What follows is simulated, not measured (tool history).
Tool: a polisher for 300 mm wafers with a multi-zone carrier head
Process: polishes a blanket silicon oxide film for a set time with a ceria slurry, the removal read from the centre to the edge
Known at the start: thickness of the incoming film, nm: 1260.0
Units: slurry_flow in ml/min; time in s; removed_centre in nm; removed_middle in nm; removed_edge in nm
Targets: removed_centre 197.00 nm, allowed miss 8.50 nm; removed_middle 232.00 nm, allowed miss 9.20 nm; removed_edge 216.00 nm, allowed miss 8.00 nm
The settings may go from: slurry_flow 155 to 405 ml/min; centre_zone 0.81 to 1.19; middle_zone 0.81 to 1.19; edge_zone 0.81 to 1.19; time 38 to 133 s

Run 1, hour 0.0: slurry_flow 260 ml/min, centre_zone 1.00, middle_zone 1.00, edge_zone 1.00, time 85 s. Result: removed_centre 320.14 nm, removed_middle 317.34 nm, removed_edge 309.86 nm.
Run 2, hour 2.1: slurry_flow 260 ml/min, centre_zone 0.94, middle_zone 1.00, edge_zone 1.00, time 85 s. Result: removed_centre 303.41 nm, removed_middle 314.85 nm, removed_edge 321.20 nm.
Run 3, hour 2.8: slurry_flow 255 ml/min, centre_zone 0.92, middle_zone 1.02, edge_zone 0.97, time 75 s. Result: removed_centre 265.22 nm, removed_middle 282.83 nm, removed_edge 274.86 nm.
Run 4, hour 10.2: slurry_flow 255 ml/min, centre_zone 0.92, middle_zone 1.09, edge_zone 0.97, time 75 s. Result: removed_centre 261.77 nm, removed_middle 294.98 nm, removed_edge 278.80 nm.
Run 5, hour 14.9: slurry_flow 245 ml/min, centre_zone 0.89, middle_zone 1.08, edge_zone 0.94, time 70 s. Result: removed_centre 235.19 nm, removed_middle 274.50 nm, removed_edge 257.39 nm.
Run 6, hour 15.8: slurry_flow 245 ml/min, centre_zone 0.89, middle_zone 1.08, edge_zone 0.88, time 70 s. Result: removed_centre 232.61 nm, removed_middle 271.28 nm, removed_edge 244.62 nm.
Run 7, hour 17.9: slurry_flow 240 ml/min, centre_zone 0.87, middle_zone 1.06, edge_zone 0.86, time 68 s. Result: removed_centre 220.83 nm, removed_middle 261.01 nm, removed_edge 241.58 nm.
Run 8, hour 25.8: slurry_flow 235 ml/min, centre_zone 0.87, middle_zone 1.05, edge_zone 0.85, time 65 s. Result: removed_centre 211.12 nm, removed_middle 246.83 nm, removed_edge 223.37 nm.
Run 9, hour 30.1: slurry_flow 225 ml/min, centre_zone 0.86, middle_zone 1.04, edge_zone 0.85, time 65 s. Result: removed_centre 209.12 nm, removed_middle 245.32 nm, removed_edge 225.16 nm.

5 next moves are on the table. One of them brings every result within its allowed miss. Which?
Run A, hour 34.4: slurry_flow 210 ml/min, centre_zone 0.88, middle_zone 1.06, edge_zone 0.91, time 61 s. Result: removed_centre ?, removed_middle ?, removed_edge ?.
Run B, hour 34.4: slurry_flow 225 ml/min, centre_zone 0.84, middle_zone 1.10, edge_zone 0.83, time 66 s. Result: removed_centre ?, removed_middle ?, removed_edge ?.
Run C, hour 34.4: slurry_flow 215 ml/min, centre_zone 0.90, middle_zone 1.09, edge_zone 0.81, time 68 s. Result: removed_centre ?, removed_middle ?, removed_edge ?.
Run D, hour 34.4: slurry_flow 200 ml/min, centre_zone 0.89, middle_zone 1.13, edge_zone 0.81, time 71 s. Result: removed_centre ?, removed_middle ?, removed_edge ?.
Run E, hour 34.4: slurry_flow 185 ml/min, centre_zone 0.90, middle_zone 1.12, edge_zone 0.81, time 72 s. Result: removed_centre ?, removed_middle ?, removed_edge ?.

move  removed_centre  removed_middle  removed_edge
   A          199.24          230.23        208.23
   B          208.16          259.89        217.89
   C          228.17          263.81        221.07
   D          232.60          280.84        228.73
   E          234.90          278.78        229.66
A: meets every target
B: further off than the last run
C: further off than the last run
D: further off than the last run
E: further off than the last run
Answer: A

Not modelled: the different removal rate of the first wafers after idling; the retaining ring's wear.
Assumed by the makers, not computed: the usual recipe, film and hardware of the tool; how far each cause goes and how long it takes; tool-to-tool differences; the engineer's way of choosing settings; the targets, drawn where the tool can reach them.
